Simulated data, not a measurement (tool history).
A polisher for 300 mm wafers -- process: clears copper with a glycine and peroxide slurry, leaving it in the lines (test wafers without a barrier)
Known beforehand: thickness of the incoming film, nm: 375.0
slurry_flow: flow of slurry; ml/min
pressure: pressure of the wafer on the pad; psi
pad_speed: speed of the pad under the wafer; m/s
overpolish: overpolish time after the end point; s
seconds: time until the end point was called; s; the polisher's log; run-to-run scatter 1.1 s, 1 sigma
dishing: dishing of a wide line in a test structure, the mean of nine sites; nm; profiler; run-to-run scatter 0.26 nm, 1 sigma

| run | hour | slurry_flow | pressure | pad_speed | overpolish | seconds | dishing |
|---|---|---|---|---|---|---|---|
| 1 | 0.0 | 200 | 1.9 | 0.96 | 17 | 86.399 | 22.694 |
| 2 | 2.8 | 215 | 1.9 | 0.96 | 17 | 84.701 | 23.179 |
| 3 | 10.1 | 215 | 1.6 | 0.96 | 17 | 97.727 | 22.583 |
| 4 | 10.9 | 220 | 1.7 | 0.98 | 18 | 91.748 | 23.021 |
| 5 | 18.7 | 220 | 1.8 | 0.98 | 19 | 83.791 | 23.557 |
| 6 | 25.9 | 220 | 1.8 | 0.98 | 12 | 87.074 | 20.193 |
| 7 | 28.6 | 220 | 1.9 | 0.98 | 14 | 84.219 | 22.086 |
| 8 | 37.4 | 225 | 2.0 | 0.98 | 15 | 82.331 | 23.070 |
| 9 | 41.1 | 230 | 2.1 | 1.00 | 15 | 76.147 | 23.007 |
| 10 | 46.9 | 230 | 2.2 | 1.00 | 16 | 72.906 | 23.772 |
| 11 | 49.9 | 230 | 2.3 | 1.00 | 17 | 72.606 | 24.174 |
| 12 | 58.1 | 230 | 2.4 | 1.00 | 17 | 66.719 | 24.673 |
| 13 | 66.0 | 235 | 2.4 | 0.98 | 18 | 67.668 | 24.603 |

Expected results for the next run?
| 14 | 72.2 | 235 | 2.4 | 0.98 | 19 | ? | ? |

Run 14 yielded seconds 70.469 s, dishing 24.552 nm.

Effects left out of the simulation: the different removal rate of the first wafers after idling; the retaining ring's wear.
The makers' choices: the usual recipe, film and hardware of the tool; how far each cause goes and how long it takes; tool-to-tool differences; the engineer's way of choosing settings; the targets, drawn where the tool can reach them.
